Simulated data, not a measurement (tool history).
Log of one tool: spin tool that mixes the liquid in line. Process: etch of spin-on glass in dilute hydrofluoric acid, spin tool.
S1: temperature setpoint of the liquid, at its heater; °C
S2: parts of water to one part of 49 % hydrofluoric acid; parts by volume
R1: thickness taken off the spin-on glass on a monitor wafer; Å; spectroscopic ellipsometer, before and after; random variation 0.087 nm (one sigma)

run 1 hour=0.0 | S1=22.0 S2=145 time_under_the_liquid_(s)=85 | R1=149.84
run 2 hour=3.6 | S1=22.5 S2=145 time_under_the_liquid_(s)=85 | R1=154.07
run 3 hour=7.5 | S1=22.5 S2=145 time_under_the_liquid_(s)=90 | R1=162.49
run 4 hour=15.5 | S1=23.0 S2=145 time_under_the_liquid_(s)=90 | R1=165.68
run 5 hour=17.9 | S1=23.5 S2=145 time_under_the_liquid_(s)=90 | R1=169.20
run 6 hour=20.8 | S1=23.5 S2=145 time_under_the_liquid_(s)=85 | R1=159.68
run 7 hour=29.7 | S1=24.0 S2=145 time_under_the_liquid_(s)=85 | R1=162.25
run 8 hour=31.9 | S1=24.5 S2=145 time_under_the_liquid_(s)=85 | R1=166.33
run 9 hour=32.8 | S1=25.0 S2=145 time_under_the_liquid_(s)=85 | R1=168.51
run 10 hour=39.0 | S1=25.5 S2=145 time_under_the_liquid_(s)=85 | R1=172.24

The next listed run, before its measurement:
run 11 hour=46.2 | S1=25.5 S2=145 time_under_the_liquid_(s)=85 | R1=?

Run 11 gave R1 172.08 Å.
